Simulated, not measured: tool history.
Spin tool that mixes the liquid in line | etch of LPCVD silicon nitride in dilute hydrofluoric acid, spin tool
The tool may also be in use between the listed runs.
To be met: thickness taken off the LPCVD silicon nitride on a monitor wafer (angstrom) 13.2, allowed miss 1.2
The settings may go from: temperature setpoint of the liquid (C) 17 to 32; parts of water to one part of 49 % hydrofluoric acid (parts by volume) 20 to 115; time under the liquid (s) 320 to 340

| run | day | temperature setpoint of the liquid (C) | parts of water to one part of 49 % hydrofluoric acid (parts by volume) | time under the liquid (s) | thickness taken off the LPCVD silicon nitride on a monitor wafer (angstrom) |
|---|---|---|---|---|---|
| 1 | 0 | 24 | 65 | 320 | 21.94 |
| 2 | 0.083 | 26.5 | 65 | 320 | 25.91 |
| 3 | 0.196 | 26.5 | 75 | 320 | 22.833 |
| 4 | 0.404 | 26.5 | 75 | 340 | 22.945 |
| 5 | 0.771 | 30 | 75 | 340 | 29.267 |
| 6 | 0.95 | 29 | 75 | 340 | 26.651 |
| 7 | 1.042 | 28 | 75 | 340 | 26.206 |
| 8 | 1.121 | 24 | 100 | 330 | 14.49 |

5 next moves are on the table. One of them brings every result within its allowed miss. Which?
| A | 1.2 | 25.5 | 100 | 330 | ? |
| B | 1.2 | 23.5 | 80 | 325 | ? |
| C | 1.2 | 27 | 105 | 335 | ? |
| D | 1.2 | 22.5 | 100 | 340 | ? |
| E | 1.2 | 28 | 100 | 320 | ? |

| move | thickness taken off the LPCVD silicon nitride on a monitor wafer (angstrom) |
|---|---|
| A | 15.937 |
| B | 17.157 |
| C | 16.975 |
| D | 13.483 |
| E | 18.146 |
A: further off than the last run
B: further off than the last run
C: further off than the last run
D: meets every target
E: further off than the last run
Move D is the one to make.
